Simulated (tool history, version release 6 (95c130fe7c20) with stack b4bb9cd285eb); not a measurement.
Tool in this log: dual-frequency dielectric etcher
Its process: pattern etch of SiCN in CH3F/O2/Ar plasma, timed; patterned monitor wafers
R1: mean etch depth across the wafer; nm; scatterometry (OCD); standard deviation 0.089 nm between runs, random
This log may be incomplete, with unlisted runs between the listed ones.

run 1 day=0.000 | source_power_(W)=470 bias_power_(W)=71 etch_time_(s)=72 | R1=26.592
run 2 day=0.112 | source_power_(W)=420 bias_power_(W)=63 etch_time_(s)=72 | R1=23.648
run 3 day=0.246 | source_power_(W)=350 bias_power_(W)=63 etch_time_(s)=72 | R1=21.109
run 4 day=0.421 | source_power_(W)=350 bias_power_(W)=63 etch_time_(s)=72 | R1=20.654
run 5 day=0.562 | source_power_(W)=350 bias_power_(W)=56 etch_time_(s)=72 | R1=20.075
run 6 day=0.921 | source_power_(W)=350 bias_power_(W)=56 etch_time_(s)=75 | R1=20.762
run 7 day=0.992 | source_power_(W)=330 bias_power_(W)=55 etch_time_(s)=75 | R1=19.922
run 8 day=1.179 | source_power_(W)=320 bias_power_(W)=55 etch_time_(s)=75 | R1=19.134

Run 9 has not been measured yet. What should we expect?
run 9 day=1.538 | source_power_(W)=320 bias_power_(W)=55 etch_time_(s)=75 | R1=?

{"run 9": {"R1": 19.19}}
